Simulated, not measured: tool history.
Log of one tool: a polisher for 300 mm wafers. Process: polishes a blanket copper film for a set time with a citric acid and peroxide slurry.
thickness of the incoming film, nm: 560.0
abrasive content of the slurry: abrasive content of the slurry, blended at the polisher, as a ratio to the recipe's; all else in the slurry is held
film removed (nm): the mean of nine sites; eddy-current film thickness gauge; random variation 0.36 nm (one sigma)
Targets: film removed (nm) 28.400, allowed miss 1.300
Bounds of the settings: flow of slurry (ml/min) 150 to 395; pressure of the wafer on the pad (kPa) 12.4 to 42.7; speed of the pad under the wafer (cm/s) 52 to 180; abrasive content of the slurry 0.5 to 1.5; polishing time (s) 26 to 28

| run | hour | flow of slurry (ml/min) | pressure of the wafer on the pad (kPa) | speed of the pad under the wafer (cm/s) | abrasive content of the slurry | polishing time (s) | film removed (nm) |
|---|---|---|---|---|---|---|---|
| 1 | 0.0 | 250 | 27.6 | 116 | 1.0 | 28 | 72.325 |
| 2 | 5.4 | 250 | 24.8 | 116 | 1.0 | 28 | 64.797 |
| 3 | 9.5 | 250 | 20.7 | 102 | 1.0 | 28 | 48.584 |
| 4 | 17.3 | 250 | 20.7 | 102 | 1.0 | 26 | 44.700 |
| 5 | 25.2 | 250 | 20.7 | 74 | 1.0 | 26 | 33.800 |
| 6 | 32.6 | 290 | 20.7 | 74 | 1.0 | 26 | 33.997 |
| 7 | 34.4 | 290 | 19.3 | 74 | 1.0 | 26 | 32.239 |
| 8 | 38.8 | 290 | 18.6 | 74 | 1.0 | 26 | 30.084 |

Which of these 5 next moves meets every target?
| A | 43.2 | 265 | 16.5 | 76 | 1.1 | 26 | ? |
| B | 43.2 | 285 | 22.8 | 58 | 1.0 | 28 | ? |
| C | 43.2 | 305 | 16.5 | 88 | 1.0 | 26 | ? |
| D | 43.2 | 330 | 16.5 | 78 | 1.1 | 28 | ? |
| E | 43.2 | 265 | 16.5 | 84 | 0.9 | 28 | ? |

| move | film removed (nm) |
|---|---|
| A | 27.663 |
| B | 30.776 |
| C | 31.467 |
| D | 31.002 |
| E | 31.444 |
A: meets every target
B: further off than the last run
C: further off than the last run
D: further off than the last run
E: further off than the last run
Move A is the one to make.

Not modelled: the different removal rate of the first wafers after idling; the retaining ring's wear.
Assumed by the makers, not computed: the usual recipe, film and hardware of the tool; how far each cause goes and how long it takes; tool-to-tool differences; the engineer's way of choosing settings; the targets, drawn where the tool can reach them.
